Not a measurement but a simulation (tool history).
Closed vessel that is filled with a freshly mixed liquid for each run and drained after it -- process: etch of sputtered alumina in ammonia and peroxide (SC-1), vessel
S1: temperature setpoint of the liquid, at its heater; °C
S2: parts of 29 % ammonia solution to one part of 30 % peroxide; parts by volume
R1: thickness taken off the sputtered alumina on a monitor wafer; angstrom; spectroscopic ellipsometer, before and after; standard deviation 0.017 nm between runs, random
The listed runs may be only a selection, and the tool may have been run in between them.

run 1 hour=0.0 | S1=49.0 S2=0.70 time_in_the_liquid_(s)=65 | R1=33.214
run 2 hour=4.9 | S1=48.0 S2=0.70 time_in_the_liquid_(s)=65 | R1=31.941
run 3 hour=9.2 | S1=47.0 S2=0.70 time_in_the_liquid_(s)=65 | R1=29.796
run 4 hour=10.9 | S1=46.5 S2=0.70 time_in_the_liquid_(s)=65 | R1=29.125
run 5 hour=13.7 | S1=46.5 S2=0.95 time_in_the_liquid_(s)=65 | R1=29.845
run 6 hour=16.5 | S1=46.0 S2=0.95 time_in_the_liquid_(s)=65 | R1=28.958
run 7 hour=24.1 | S1=45.5 S2=0.95 time_in_the_liquid_(s)=65 | R1=28.595
run 8 hour=30.4 | S1=45.0 S2=0.95 time_in_the_liquid_(s)=65 | R1=27.648

Forecast run 9:
run 9 hour=38.6 | S1=44.5 S2=0.95 time_in_the_liquid_(s)=65 | R1=?

R1: 26.691 angstrom

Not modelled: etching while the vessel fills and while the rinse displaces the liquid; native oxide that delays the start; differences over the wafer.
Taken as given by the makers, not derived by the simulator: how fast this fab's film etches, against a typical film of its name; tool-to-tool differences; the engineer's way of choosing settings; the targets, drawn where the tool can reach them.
